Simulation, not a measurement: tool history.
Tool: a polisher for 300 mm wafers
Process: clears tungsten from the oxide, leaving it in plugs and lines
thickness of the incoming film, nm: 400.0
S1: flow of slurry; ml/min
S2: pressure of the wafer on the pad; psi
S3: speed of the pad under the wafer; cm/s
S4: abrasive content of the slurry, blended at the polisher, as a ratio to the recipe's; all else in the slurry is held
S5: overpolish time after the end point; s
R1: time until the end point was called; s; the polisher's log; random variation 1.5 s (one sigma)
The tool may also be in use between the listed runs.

| run | day | S1 | S2 | S3 | S4 | S5 | R1 |
|---|---|---|---|---|---|---|---|
| 1 | 0 | 160 | 4.5 | 140 | 1 | 24 | 70.534 |
| 2 | 0.275 | 160 | 3.9 | 138 | 1 | 24 | 77.339 |
| 3 | 0.392 | 160 | 3.9 | 138 | 0.9 | 24 | 80.84 |
| 4 | 0.638 | 160 | 3.5 | 134 | 0.9 | 24 | 89.096 |
| 5 | 0.667 | 160 | 3.2 | 132 | 0.9 | 24 | 98.157 |
| 6 | 0.746 | 180 | 3.2 | 132 | 0.9 | 24 | 94.743 |
| 7 | 0.838 | 145 | 2 | 130 | 0.9 | 24 | 136.77 |
| 8 | 1.146 | 150 | 2 | 130 | 0.9 | 24 | 140.49 |
| 9 | 1.479 | 155 | 2.1 | 130 | 0.9 | 24 | 134.14 |

Forecast run 10:
| 10 | 1.692 | 160 | 2.1 | 130 | 0.9 | 24 | ? |

R1: 133.83 s
